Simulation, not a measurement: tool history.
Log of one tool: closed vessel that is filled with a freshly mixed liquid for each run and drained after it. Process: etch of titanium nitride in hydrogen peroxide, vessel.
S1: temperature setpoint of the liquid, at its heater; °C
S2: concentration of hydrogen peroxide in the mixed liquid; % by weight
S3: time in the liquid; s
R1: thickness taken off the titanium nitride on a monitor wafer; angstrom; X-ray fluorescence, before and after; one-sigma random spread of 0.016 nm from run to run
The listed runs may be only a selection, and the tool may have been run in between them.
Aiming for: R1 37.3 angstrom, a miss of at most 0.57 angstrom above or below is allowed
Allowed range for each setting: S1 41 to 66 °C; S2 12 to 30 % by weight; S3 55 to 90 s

| run | hour | S1 | S2 | S3 | R1 |
|---|---|---|---|---|---|
| 1 | 0 | 57 | 23 | 90 | 63.713 |
| 2 | 4.9 | 55.5 | 23 | 90 | 57.459 |
| 3 | 13.4 | 54.5 | 23 | 90 | 53.6 |
| 4 | 15.2 | 54.5 | 23 | 90 | 53.174 |
| 5 | 18 | 53.5 | 23 | 90 | 49.806 |
| 6 | 26.9 | 47.5 | 23 | 90 | 32.469 |
| 7 | 32.3 | 47.5 | 23 | 90 | 32.775 |
| 8 | 37.4 | 48 | 23 | 90 | 33.946 |
| 9 | 46 | 49 | 23 | 90 | 36.075 |

Which of these 4 next moves meets every target?
| A | 54.6 | 48 | 28.5 | 90 | ? |
| B | 54.6 | 56 | 20 | 55 | ? |
| C | 54.6 | 50 | 19 | 90 | ? |
| D | 54.6 | 49.5 | 19 | 90 | ? |

| move | R1 |
|---|---|
| A | 35.122 |
| B | 35.17 |
| C | 37.197 |
| D | 35.875 |
A: the biggest miss grows against the last run
B: the biggest miss grows against the last run
C: hits every target within its allowed miss
D: the biggest miss grows against the last run
The move that meets every target is C.
